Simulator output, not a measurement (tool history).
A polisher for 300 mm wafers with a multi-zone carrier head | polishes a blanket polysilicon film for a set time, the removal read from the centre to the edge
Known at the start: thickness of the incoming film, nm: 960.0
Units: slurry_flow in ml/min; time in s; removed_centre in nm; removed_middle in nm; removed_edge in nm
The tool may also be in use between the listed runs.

{"run": 1, "day": 0.0, "slurry_flow": 135, "centre_zone": 1.0, "middle_zone": 1.0, "edge_zone": 1.0, "time": 29, "removed_centre": 284.83, "removed_middle": 280.22, "removed_edge": 282.28}
{"run": 2, "day": 0.188, "slurry_flow": 135, "centre_zone": 1.0, "middle_zone": 1.05, "edge_zone": 1.0, "time": 29, "removed_centre": 285.43, "removed_middle": 291.68, "removed_edge": 279.96}
{"run": 3, "day": 0.446, "slurry_flow": 135, "centre_zone": 1.0, "middle_zone": 1.05, "edge_zone": 0.92, "time": 29, "removed_centre": 284.46, "removed_middle": 291.1, "removed_edge": 268.01}
{"run": 4, "day": 0.604, "slurry_flow": 135, "centre_zone": 1.0, "middle_zone": 1.05, "edge_zone": 0.92, "time": 25, "removed_centre": 242.55, "removed_middle": 248.72, "removed_edge": 235.13}
{"run": 5, "day": 0.854, "slurry_flow": 135, "centre_zone": 1.0, "middle_zone": 1.05, "edge_zone": 0.92, "time": 28, "removed_centre": 275.67, "removed_middle": 282.43, "removed_edge": 263.44}
{"run": 6, "day": 0.996, "slurry_flow": 135, "centre_zone": 1.0, "middle_zone": 1.0, "edge_zone": 0.92, "time": 28, "removed_centre": 274.91, "removed_middle": 268.17, "removed_edge": 259.46}
{"run": 7, "day": 1.254, "slurry_flow": 130, "centre_zone": 0.99, "middle_zone": 0.98, "edge_zone": 0.92, "time": 27, "removed_centre": 265.24, "removed_middle": 252.84, "removed_edge": 246.79}
{"run": 8, "day": 1.354, "slurry_flow": 125, "centre_zone": 0.98, "middle_zone": 0.96, "edge_zone": 0.94, "time": 26, "removed_centre": 249.61, "removed_middle": 236.89, "removed_edge": 240.62}
{"run": 9, "day": 1.688, "slurry_flow": 120, "centre_zone": 0.97, "middle_zone": 0.94, "edge_zone": 0.95, "time": 25, "removed_centre": 234.15, "removed_middle": 219.19, "removed_edge": 232.07}
{"run": 10, "day": 1.754, "slurry_flow": 115, "centre_zone": 0.96, "middle_zone": 0.93, "edge_zone": 0.95, "time": 25, "removed_centre": 227.15, "removed_middle": 217.16, "removed_edge": 233.64}
{"run": 11, "day": 1.996, "slurry_flow": 110, "centre_zone": 0.96, "middle_zone": 0.92, "edge_zone": 0.95, "time": 25, "removed_centre": 226.94, "removed_middle": 212.87, "removed_edge": 227.4}
{"run": 12, "day": 2.088, "slurry_flow": 110, "centre_zone": 0.96, "middle_zone": 0.91, "edge_zone": 0.95, "time": 25, "removed_centre": 229.03, "removed_middle": 212.87, "removed_edge": 227.9}
{"run": 13, "day": 2.121, "slurry_flow": 110, "centre_zone": 0.96, "middle_zone": 0.9, "edge_zone": 0.95, "time": 25, "removed_centre": 225.56, "removed_middle": 210.9, "removed_edge": 227.23}
{"run": 14, "day": 2.325, "slurry_flow": 110, "centre_zone": 0.96, "middle_zone": 0.89, "edge_zone": 0.96, "time": 24, "removed_centre": 220.02, "removed_middle": 199.61, "removed_edge": 221.65}
{"run": 15, "day": 2.692, "slurry_flow": 110, "centre_zone": 0.96, "middle_zone": 0.88, "edge_zone": 0.96, "time": 24, "removed_centre": 222.43, "removed_middle": 199.05, "removed_edge": 222.82}

Forecast run 16:
{"run": 16, "day": 2.871, "slurry_flow": 110, "centre_zone": 0.96, "middle_zone": 0.87, "edge_zone": 0.96, "time": 24, "removed_centre": "?", "removed_middle": "?", "removed_edge": "?"}

Run 16 gave removed_centre 222.00 nm, removed_middle 199.28 nm, removed_edge 221.85 nm.
